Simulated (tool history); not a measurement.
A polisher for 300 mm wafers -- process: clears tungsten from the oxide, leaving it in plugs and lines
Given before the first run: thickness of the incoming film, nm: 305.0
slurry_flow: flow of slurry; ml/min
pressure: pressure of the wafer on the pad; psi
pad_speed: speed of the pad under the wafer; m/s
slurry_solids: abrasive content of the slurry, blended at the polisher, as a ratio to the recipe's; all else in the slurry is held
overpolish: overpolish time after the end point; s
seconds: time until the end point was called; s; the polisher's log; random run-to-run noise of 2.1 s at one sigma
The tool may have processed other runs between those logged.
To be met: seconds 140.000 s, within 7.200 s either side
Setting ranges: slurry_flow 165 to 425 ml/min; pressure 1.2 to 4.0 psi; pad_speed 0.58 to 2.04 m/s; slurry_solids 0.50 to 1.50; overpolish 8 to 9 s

run 1 day=0.000 | slurry_flow=275 pressure=2.6 pad_speed=1.30 slurry_solids=1.00 overpolish=9 | seconds=73.202
run 2 day=0.338 | slurry_flow=275 pressure=2.6 pad_speed=1.30 slurry_solids=1.10 overpolish=9 | seconds=73.233
run 3 day=0.679 | slurry_flow=335 pressure=2.6 pad_speed=1.30 slurry_solids=1.10 overpolish=9 | seconds=69.026
run 4 day=0.958 | slurry_flow=290 pressure=2.6 pad_speed=1.30 slurry_solids=1.10 overpolish=9 | seconds=69.468
run 5 day=1.308 | slurry_flow=290 pressure=2.4 pad_speed=1.26 slurry_solids=1.10 overpolish=9 | seconds=79.490
run 6 day=1.388 | slurry_flow=290 pressure=1.9 pad_speed=1.26 slurry_solids=1.10 overpolish=9 | seconds=100.250
run 7 day=1.425 | slurry_flow=290 pressure=1.2 pad_speed=1.22 slurry_solids=1.10 overpolish=9 | seconds=157.440
run 8 day=1.692 | slurry_flow=290 pressure=1.2 pad_speed=1.22 slurry_solids=1.10 overpolish=9 | seconds=160.260

Exactly one of the 5 candidate moves below puts every result within its allowed miss. Which one?
run A day=1.958 | slurry_flow=295 pressure=1.5 pad_speed=1.26 slurry_solids=1.10 overpolish=8 | seconds=?
run B day=1.958 | slurry_flow=250 pressure=1.3 pad_speed=1.26 slurry_solids=1.30 overpolish=9 | seconds=?
run C day=1.958 | slurry_flow=240 pressure=1.2 pad_speed=0.98 slurry_solids=1.20 overpolish=8 | seconds=?
run D day=1.958 | slurry_flow=345 pressure=1.3 pad_speed=0.94 slurry_solids=1.15 overpolish=9 | seconds=?
run E day=1.958 | slurry_flow=280 pressure=1.2 pad_speed=1.22 slurry_solids=1.20 overpolish=9 | seconds=?

move=A seconds=126.680
move=B seconds=140.610
move=C seconds=194.770
move=D seconds=184.740
move=E seconds=158.050
A: pushes the last run's worst result past its target
B: meets every target
C: its largest miss is bigger than the last run's
D: its largest miss is bigger than the last run's
E: closes in on the targets versus the last run, not all within tolerance yet
Move B is the one to make.

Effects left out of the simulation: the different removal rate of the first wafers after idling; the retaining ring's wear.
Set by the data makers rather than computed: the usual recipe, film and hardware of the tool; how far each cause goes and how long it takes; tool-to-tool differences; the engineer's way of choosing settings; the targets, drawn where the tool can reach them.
